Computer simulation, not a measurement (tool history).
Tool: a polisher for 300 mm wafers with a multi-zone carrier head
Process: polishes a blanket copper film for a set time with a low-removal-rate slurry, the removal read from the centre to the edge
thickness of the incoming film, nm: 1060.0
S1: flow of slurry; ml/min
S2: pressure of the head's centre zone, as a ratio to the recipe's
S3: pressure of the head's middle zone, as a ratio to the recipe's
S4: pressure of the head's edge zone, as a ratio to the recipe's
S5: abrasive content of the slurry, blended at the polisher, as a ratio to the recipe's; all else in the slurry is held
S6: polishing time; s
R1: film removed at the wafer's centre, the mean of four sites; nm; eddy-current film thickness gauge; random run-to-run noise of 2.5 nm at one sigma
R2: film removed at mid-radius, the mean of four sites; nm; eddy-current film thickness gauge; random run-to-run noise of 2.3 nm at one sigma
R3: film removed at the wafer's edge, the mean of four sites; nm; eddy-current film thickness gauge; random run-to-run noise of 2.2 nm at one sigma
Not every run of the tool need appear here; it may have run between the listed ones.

run,hour,S1,S2,S3,S4,S5,S6,R1,R2,R3
1,0,295,1,1,1,1,79,199.14,191.22,193.57
2,6.3,300,1.04,0.99,1.01,1.05,79,208.09,198.84,194.81
3,13.5,300,0.97,0.99,1.01,1.05,79,193.31,193.38,193.69
4,22.4,300,1.02,0.95,1.02,1.05,80,208.99,194.03,196.28
5,30.3,295,1.05,0.92,1.05,1.05,81,212.85,189.4,206.5
6,33.3,295,1.05,0.92,1.05,1.05,99,260.66,228.87,252.94
7,36.9,295,1.06,0.9,1.01,1,98,257.05,217.86,238.37
8,43.7,290,1.07,0.88,0.98,1,98,257.56,214.51,239.12
9,47,300,1.09,0.88,0.96,0.95,98,265.31,215.58,235.41
10,55.7,295,1.1,0.87,0.93,0.9,98,266.73,210.55,227.89
11,56.5,290,1.1,0.86,0.91,0.85,98,262,207.09,223.38

Estimate the outcome of run 12 from the log above:
12,58.9,285,1.1,0.85,0.9,0.85,98,?,?,?

Run 12 measured R1 258.6 nm, R2 198.77 nm, R3 224.6 nm.
